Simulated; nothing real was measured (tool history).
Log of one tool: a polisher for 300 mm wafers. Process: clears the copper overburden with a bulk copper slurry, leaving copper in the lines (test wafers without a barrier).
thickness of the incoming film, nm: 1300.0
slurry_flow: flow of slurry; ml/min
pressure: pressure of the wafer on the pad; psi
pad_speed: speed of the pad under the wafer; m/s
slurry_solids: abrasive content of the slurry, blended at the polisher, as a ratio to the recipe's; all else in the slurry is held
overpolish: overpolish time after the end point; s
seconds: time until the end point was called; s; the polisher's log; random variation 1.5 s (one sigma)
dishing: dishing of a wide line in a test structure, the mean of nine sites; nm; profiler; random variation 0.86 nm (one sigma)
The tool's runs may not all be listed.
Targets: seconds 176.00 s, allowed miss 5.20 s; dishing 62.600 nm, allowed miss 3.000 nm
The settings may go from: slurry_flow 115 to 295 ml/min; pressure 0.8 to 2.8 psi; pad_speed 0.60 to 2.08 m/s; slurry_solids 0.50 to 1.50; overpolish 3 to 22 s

| run | hour | slurry_flow | pressure | pad_speed | slurry_solids | overpolish | seconds | dishing |
|---|---|---|---|---|---|---|---|---|
| 1 | 0.0 | 190 | 1.8 | 1.34 | 1.00 | 11 | 225.91 | 37.632 |
| 2 | 6.6 | 190 | 1.5 | 1.34 | 1.00 | 11 | 271.64 | 31.642 |
| 3 | 7.7 | 190 | 1.7 | 1.34 | 1.00 | 12 | 238.14 | 37.848 |
| 4 | 9.8 | 190 | 1.7 | 1.34 | 1.10 | 12 | 236.24 | 39.384 |
| 5 | 11.2 | 190 | 1.8 | 1.34 | 1.15 | 13 | 217.86 | 43.717 |
| 6 | 14.7 | 190 | 1.9 | 1.34 | 1.15 | 14 | 207.68 | 47.861 |
| 7 | 22.2 | 195 | 2.0 | 1.34 | 1.15 | 15 | 193.94 | 52.198 |
| 8 | 30.1 | 200 | 2.1 | 1.34 | 1.15 | 16 | 184.67 | 56.466 |
| 9 | 37.6 | 200 | 2.1 | 1.34 | 1.15 | 17 | 185.94 | 59.167 |

Which of these 4 next moves meets every target?
| A | 45.1 | 220 | 2.0 | 1.34 | 1.05 | 18 | ? | ? |
| B | 45.1 | 205 | 2.0 | 1.26 | 1.20 | 19 | ? | ? |
| C | 45.1 | 190 | 1.9 | 1.56 | 1.05 | 17 | ? | ? |
| D | 45.1 | 200 | 2.4 | 1.26 | 1.00 | 17 | ? | ? |

| move | seconds | dishing |
|---|---|---|
| A | 198.45 | 59.143 |
| B | 201.55 | 60.516 |
| C | 188.26 | 58.445 |
| D | 179.08 | 62.724 |
A: further off than the last run
B: further off than the last run
C: further off than the last run
D: meets every target
Move D is the one to make.
